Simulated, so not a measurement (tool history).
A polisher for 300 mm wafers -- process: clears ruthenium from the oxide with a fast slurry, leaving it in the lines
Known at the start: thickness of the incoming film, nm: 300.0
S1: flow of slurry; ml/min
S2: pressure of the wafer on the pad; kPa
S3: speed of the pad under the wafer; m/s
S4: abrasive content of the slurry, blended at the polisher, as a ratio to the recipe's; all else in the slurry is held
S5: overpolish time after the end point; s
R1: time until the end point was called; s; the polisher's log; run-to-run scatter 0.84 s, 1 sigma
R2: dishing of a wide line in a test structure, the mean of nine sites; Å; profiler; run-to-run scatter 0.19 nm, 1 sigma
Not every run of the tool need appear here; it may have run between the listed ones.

{"run": 1, "day": 0.0, "S1": 265, "S2": 14.5, "S3": 1.08, "S4": 1, "S5": 13, "R1": 77.547, "R2": 414.83}
{"run": 2, "day": 0.142, "S1": 265, "S2": 14.5, "S3": 1.08, "S4": 1, "S5": 11, "R1": 77.154, "R2": 348.1}
{"run": 3, "day": 0.192, "S1": 265, "S2": 14.5, "S3": 1.08, "S4": 1, "S5": 16, "R1": 74.755, "R2": 501.9}
{"run": 4, "day": 0.242, "S1": 265, "S2": 14.5, "S3": 1.08, "S4": 1, "S5": 13, "R1": 75.448, "R2": 408.61}
{"run": 5, "day": 0.454, "S1": 265, "S2": 14.5, "S3": 1.08, "S4": 0.85, "S5": 13, "R1": 84.064, "R2": 385.38}
{"run": 6, "day": 0.475, "S1": 265, "S2": 13.1, "S3": 1.08, "S4": 1.05, "S5": 11, "R1": 83.695, "R2": 331.25}
{"run": 7, "day": 0.75, "S1": 235, "S2": 14.5, "S3": 0.92, "S4": 1.15, "S5": 9, "R1": 84.442, "R2": 268.63}
{"run": 8, "day": 1.096, "S1": 215, "S2": 15.9, "S3": 0.8, "S4": 1.25, "S5": 8, "R1": 84.616, "R2": 235.24}
{"run": 9, "day": 1.242, "S1": 200, "S2": 17.2, "S3": 0.72, "S4": 1.3, "S5": 7, "R1": 86.547, "R2": 205.26}
{"run": 10, "day": 1.275, "S1": 190, "S2": 18.6, "S3": 0.68, "S4": 1.35, "S5": 6, "R1": 82.56, "R2": 184.67}
{"run": 11, "day": 1.575, "S1": 160, "S2": 22.1, "S3": 0.6, "S4": 1.5, "S5": 4, "R1": 78.356, "R2": 131.62}
{"run": 12, "day": 1.633, "S1": 165, "S2": 22.1, "S3": 0.64, "S4": 1.5, "S5": 4, "R1": 74.896, "R2": 139.54}

What does the tool deliver on the next run?
{"run": 13, "day": 1.688, "S1": 165, "S2": 22.1, "S3": 0.68, "S4": 1.5, "S5": 4, "R1": "?", "R2": "?"}

R1: 70.811 s
R2: 147.07 Å

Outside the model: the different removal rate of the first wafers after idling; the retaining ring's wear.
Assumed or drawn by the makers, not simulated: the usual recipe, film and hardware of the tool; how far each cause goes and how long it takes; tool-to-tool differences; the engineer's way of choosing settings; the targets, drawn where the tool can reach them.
